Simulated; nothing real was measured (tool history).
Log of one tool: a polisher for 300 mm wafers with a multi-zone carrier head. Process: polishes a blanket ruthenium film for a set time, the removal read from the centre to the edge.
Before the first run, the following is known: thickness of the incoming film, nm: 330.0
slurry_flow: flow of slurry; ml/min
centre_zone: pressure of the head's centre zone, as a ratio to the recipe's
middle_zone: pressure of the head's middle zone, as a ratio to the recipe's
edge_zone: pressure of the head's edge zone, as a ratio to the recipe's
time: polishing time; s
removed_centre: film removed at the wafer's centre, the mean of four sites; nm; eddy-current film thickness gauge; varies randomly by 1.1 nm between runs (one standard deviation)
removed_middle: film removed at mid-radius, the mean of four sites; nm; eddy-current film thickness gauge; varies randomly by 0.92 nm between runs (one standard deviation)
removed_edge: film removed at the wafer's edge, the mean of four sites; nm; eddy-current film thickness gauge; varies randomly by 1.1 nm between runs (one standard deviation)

| run | hour | slurry_flow | centre_zone | middle_zone | edge_zone | time | removed_centre | removed_middle | removed_edge |
|---|---|---|---|---|---|---|---|---|---|
| 1 | 0 | 315 | 1 | 1 | 1 | 69 | 96.994 | 110 | 108.53 |
| 2 | 1.3 | 315 | 0.99 | 1 | 0.99 | 69 | 96.865 | 109.59 | 109.49 |
| 3 | 8.2 | 315 | 1.05 | 1 | 0.99 | 69 | 103.62 | 108.61 | 111.05 |
| 4 | 14.5 | 315 | 1.05 | 1 | 0.99 | 53 | 79.279 | 84.228 | 82.798 |
|  | 20.2 | centre zone pressure recalibrated |
| 5 | 20.2 | 315 | 1.05 | 0.95 | 0.99 | 53 | 88.535 | 80.508 | 84.38 |
| 6 | 23 | 320 | 1.04 | 0.96 | 1 | 54 | 89.649 | 82.765 | 84.69 |
| 7 | 30 | 315 | 1.03 | 0.97 | 1 | 55 | 89.262 | 83.882 | 87.116 |
| 8 | 37.8 | 315 | 1.03 | 0.99 | 1.01 | 56 | 90.584 | 87.767 | 89.835 |
| 9 | 41.2 | 310 | 1.01 | 1.01 | 1.02 | 57 | 90.649 | 90.284 | 89.905 |

Forecast run 10:
| 10 | 45.1 | 310 | 1 | 1.01 | 1.01 | 58 | ? | ? | ? |

Logged for run 10: removed_centre 90.749 nm, removed_middle 91.89 nm, removed_edge 91.042 nm.
